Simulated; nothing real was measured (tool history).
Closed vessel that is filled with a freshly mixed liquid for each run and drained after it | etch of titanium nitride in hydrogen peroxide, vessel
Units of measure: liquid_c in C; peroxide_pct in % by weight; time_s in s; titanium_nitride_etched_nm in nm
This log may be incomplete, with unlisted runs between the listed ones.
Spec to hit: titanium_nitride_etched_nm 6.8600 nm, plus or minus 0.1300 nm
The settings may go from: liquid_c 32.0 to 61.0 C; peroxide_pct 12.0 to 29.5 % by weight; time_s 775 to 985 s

| run | hour | liquid_c | peroxide_pct | time_s | titanium_nitride_etched_nm |
|---|---|---|---|---|---|
| 1 | 0.0 | 45.0 | 20.0 | 985 | 15.7310 |
| 2 | 6.0 | 45.0 | 18.0 | 985 | 15.2180 |
| 3 | 14.9 | 45.0 | 18.0 | 985 | 15.2510 |
| 4 | 19.3 | 41.5 | 18.0 | 985 | 11.7010 |
| 5 | 22.5 | 35.5 | 18.0 | 985 | 7.4151 |
| 6 | 31.1 | 35.5 | 18.0 | 775 | 5.8736 |
| 7 | 37.4 | 35.5 | 18.0 | 775 | 5.8036 |
| 8 | 46.7 | 36.0 | 18.0 | 775 | 6.0848 |
| 9 | 50.1 | 36.5 | 18.0 | 775 | 6.3473 |
| 10 | 52.2 | 37.0 | 18.0 | 775 | 6.5970 |

Below are 5 possible settings for the next run. Only one of them brings all results inside the allowed miss of their targets. Which is it?
| A | 54.3 | 35.5 | 19.0 | 870 | ? |
| B | 54.3 | 34.5 | 15.0 | 975 | ? |
| C | 54.3 | 35.0 | 17.0 | 910 | ? |
| D | 54.3 | 37.5 | 15.5 | 775 | ? |
| E | 54.3 | 35.0 | 21.0 | 910 | ? |

| move | titanium_nitride_etched_nm |
|---|---|
| A | 6.6195 |
| B | 6.5171 |
| C | 6.4990 |
| D | 6.6097 |
| E | 6.7989 |
A: closer than the last run, but not yet in spec
B: its largest miss is bigger than the last run's
C: its largest miss is bigger than the last run's
D: as far off as the last run
E: every result within its allowed miss
E is the move that brings every result within its allowed miss.

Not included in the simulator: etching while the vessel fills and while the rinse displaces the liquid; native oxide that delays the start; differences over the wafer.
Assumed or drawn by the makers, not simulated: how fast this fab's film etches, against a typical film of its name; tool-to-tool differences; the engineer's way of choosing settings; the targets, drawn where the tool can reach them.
